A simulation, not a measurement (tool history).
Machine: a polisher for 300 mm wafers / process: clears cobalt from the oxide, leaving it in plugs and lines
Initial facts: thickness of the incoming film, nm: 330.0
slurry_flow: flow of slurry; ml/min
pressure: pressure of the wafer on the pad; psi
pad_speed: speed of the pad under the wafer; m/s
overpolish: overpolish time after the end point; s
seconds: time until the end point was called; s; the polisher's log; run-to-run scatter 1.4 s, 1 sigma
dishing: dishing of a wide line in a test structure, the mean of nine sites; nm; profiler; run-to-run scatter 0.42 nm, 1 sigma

| run | hour | slurry_flow | pressure | pad_speed | overpolish | seconds | dishing |
|---|---|---|---|---|---|---|---|
| 1 | 0 | 145 | 2.4 | 0.94 | 16 | 71.46 | 37.384 |
| 2 | 1.1 | 145 | 2.3 | 0.94 | 15 | 73.787 | 36.094 |
| 3 | 2.9 | 160 | 2.3 | 0.94 | 15 | 71.97 | 36.473 |
| 4 | 11.1 | 155 | 2.2 | 0.94 | 14 | 75.632 | 34.259 |
| 5 | 14 | 155 | 2.2 | 0.82 | 14 | 85.178 | 31.871 |
| 6 | 15.1 | 155 | 2.2 | 0.9 | 14 | 77.061 | 33.944 |

Expected results for the next run?
| 7 | 22.9 | 150 | 2.1 | 0.9 | 14 | ? | ? |

seconds: 79.258 s
dishing: 32.768 nm
